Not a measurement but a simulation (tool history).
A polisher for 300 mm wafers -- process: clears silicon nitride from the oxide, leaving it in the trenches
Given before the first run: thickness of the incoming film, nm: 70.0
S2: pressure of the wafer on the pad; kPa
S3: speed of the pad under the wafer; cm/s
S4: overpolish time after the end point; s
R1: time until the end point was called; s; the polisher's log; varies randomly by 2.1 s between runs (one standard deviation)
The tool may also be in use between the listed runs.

run 1 hour=0.0 | flow_of_slurry_(ml/min)=245 S2=15.9 S3=82 S4=33 | R1=100.88
run 2 hour=3.0 | flow_of_slurry_(ml/min)=245 S2=14.5 S3=82 S4=33 | R1=108.86
run 3 hour=5.3 | flow_of_slurry_(ml/min)=245 S2=13.8 S3=82 S4=33 | R1=113.26
run 4 hour=13.7 | flow_of_slurry_(ml/min)=225 S2=13.8 S3=82 S4=33 | R1=113.38
run 5 hour=19.7 | flow_of_slurry_(ml/min)=225 S2=16.5 S3=82 S4=33 | R1=102.76
run 6 hour=21.6 | flow_of_slurry_(ml/min)=220 S2=15.2 S3=82 S4=33 | R1=106.64

Run 7 is up next; what results do you expect?
run 7 hour=23.3 | flow_of_slurry_(ml/min)=220 S2=13.8 S3=82 S4=33 | R1=?

Run 7 produced R1 113.50 s.

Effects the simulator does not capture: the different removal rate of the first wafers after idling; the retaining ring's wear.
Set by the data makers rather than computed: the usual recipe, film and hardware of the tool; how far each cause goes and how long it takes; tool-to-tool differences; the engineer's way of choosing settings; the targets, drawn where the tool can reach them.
